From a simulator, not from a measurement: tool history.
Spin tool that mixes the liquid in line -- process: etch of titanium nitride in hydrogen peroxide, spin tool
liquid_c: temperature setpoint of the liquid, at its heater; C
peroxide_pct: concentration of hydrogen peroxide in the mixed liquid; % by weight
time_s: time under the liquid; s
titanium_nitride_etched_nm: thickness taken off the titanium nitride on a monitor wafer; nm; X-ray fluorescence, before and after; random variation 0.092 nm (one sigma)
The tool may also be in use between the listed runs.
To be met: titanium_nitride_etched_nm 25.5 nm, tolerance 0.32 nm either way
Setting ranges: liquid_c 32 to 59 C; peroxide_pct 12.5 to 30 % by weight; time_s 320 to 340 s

run	hour	liquid_c	peroxide_pct	time_s	titanium_nitride_etched_nm
1	0	43	24.5	320	12.813
2	1.1	46	24.5	320	16.124
3	2.3	48	24.5	320	18.631
4	3	49.5	24.5	320	20.774
5	7	50.5	24.5	320	22.231
6	12.2	50.5	27.5	320	22.878
7	17.6	51	27.5	320	23.883
8	23.6	51.5	27.5	320	24.648

5 candidate next runs follow, results not yet known. Just one meets every target within its allowed miss. Identify it.
A	29.6	51	29	320	?
B	29.6	51.5	30	320	?
C	29.6	51	30	320	?
D	29.6	50.5	28.5	330	?
E	29.6	52	28	320	?

move	titanium_nitride_etched_nm
A	24.022
B	24.899
C	24.022
D	23.898
E	25.73
A: its largest miss is bigger than the last run's
B: better than the last run, though not everything is in spec
C: its largest miss is bigger than the last run's
D: its largest miss is bigger than the last run's
E: all results land within tolerance of their targets
Move E is the one to make.

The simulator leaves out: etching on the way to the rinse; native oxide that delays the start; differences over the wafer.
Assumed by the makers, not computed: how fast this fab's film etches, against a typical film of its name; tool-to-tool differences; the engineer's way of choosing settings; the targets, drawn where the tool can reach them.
